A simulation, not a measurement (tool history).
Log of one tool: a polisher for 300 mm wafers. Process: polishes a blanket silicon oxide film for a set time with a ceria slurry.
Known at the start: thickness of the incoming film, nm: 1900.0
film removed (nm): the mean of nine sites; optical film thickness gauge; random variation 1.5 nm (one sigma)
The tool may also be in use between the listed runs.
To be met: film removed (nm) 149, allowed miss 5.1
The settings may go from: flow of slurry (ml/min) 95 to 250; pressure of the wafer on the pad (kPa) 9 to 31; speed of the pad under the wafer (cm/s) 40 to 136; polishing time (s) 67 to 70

| run | day | flow of slurry (ml/min) | pressure of the wafer on the pad (kPa) | speed of the pad under the wafer (cm/s) | polishing time (s) | film removed (nm) |
|---|---|---|---|---|---|---|
| 1 | 0 | 160 | 20 | 88 | 67 | 217.11 |
| 2 | 0.075 | 160 | 20 | 72 | 67 | 176.64 |
| 3 | 0.292 | 185 | 20 | 72 | 67 | 179.38 |
| 4 | 0.371 | 185 | 19.3 | 72 | 67 | 172.94 |
| 5 | 0.604 | 185 | 19.3 | 58 | 67 | 140.96 |
| 6 | 0.921 | 185 | 15.9 | 58 | 67 | 123.89 |
| 7 | 1.292 | 185 | 16.5 | 58 | 67 | 130.57 |
| 8 | 1.55 | 185 | 17.2 | 58 | 67 | 132.71 |
| 9 | 1.896 | 185 | 17.9 | 58 | 67 | 134.83 |
| 10 | 1.962 | 185 | 18.6 | 58 | 67 | 140.19 |
| 11 | 2.092 | 185 | 19.3 | 58 | 67 | 141.41 |
|  | 2.379 | head pressure recalibrated |
| 12 | 2.379 | 185 | 20 | 58 | 67 | 140.92 |

5 next moves are on the table. One of them brings every result within its allowed miss. Which?
| A | 2.667 | 170 | 18.6 | 60 | 67 | ? |
| B | 2.667 | 175 | 16.5 | 66 | 69 | ? |
| C | 2.667 | 170 | 24.8 | 52 | 70 | ? |
| D | 2.667 | 155 | 16.5 | 66 | 67 | ? |
| E | 2.667 | 175 | 19.3 | 58 | 70 | ? |

| move | film removed (nm) |
|---|---|
| A | 133.42 |
| B | 140.22 |
| C | 147.81 |
| D | 134.16 |
| E | 138.66 |
A: further off than the last run
B: further off than the last run
C: meets every target
D: further off than the last run
E: further off than the last run
The right move is C.
